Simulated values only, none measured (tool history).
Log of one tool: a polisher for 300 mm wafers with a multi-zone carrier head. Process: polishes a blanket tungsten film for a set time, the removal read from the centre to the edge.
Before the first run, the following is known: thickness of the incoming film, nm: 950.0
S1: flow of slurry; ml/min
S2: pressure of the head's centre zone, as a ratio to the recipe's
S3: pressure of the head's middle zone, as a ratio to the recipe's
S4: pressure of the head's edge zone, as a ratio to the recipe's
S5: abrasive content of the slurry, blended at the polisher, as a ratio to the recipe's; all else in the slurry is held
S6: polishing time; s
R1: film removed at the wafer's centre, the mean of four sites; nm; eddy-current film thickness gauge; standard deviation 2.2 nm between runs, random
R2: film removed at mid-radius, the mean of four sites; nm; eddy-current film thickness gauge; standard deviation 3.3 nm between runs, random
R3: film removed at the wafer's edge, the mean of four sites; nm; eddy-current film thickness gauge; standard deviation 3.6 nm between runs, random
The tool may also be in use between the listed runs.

run    day   S1    S2    S3    S4   S5  S6      R1      R2      R3
  1      0  135     1     1     1    1  48  292.52  285.35  284.56
  2  0.025  135  0.95     1     1    1  48   272.4  285.04     284
  3  0.079  135  0.95  1.01  0.98    1  48  276.58  286.33   284.4
  4  0.446  110  0.95  1.01  0.98    1  48  261.69  275.69  274.84
  5  0.558  110  0.95  1.01  0.98    1  42  229.63  243.38  238.99
  6  0.812  110  0.95  1.01  0.98  1.1  42  230.37  246.04  245.19

Run 7 is up next; what results do you expect?
  7  1.129  115  0.95  1.02  0.97  1.1  42   ?   ?   ?

R1: 238.33 nm
R2: 250.59 nm
R3: 245.81 nm
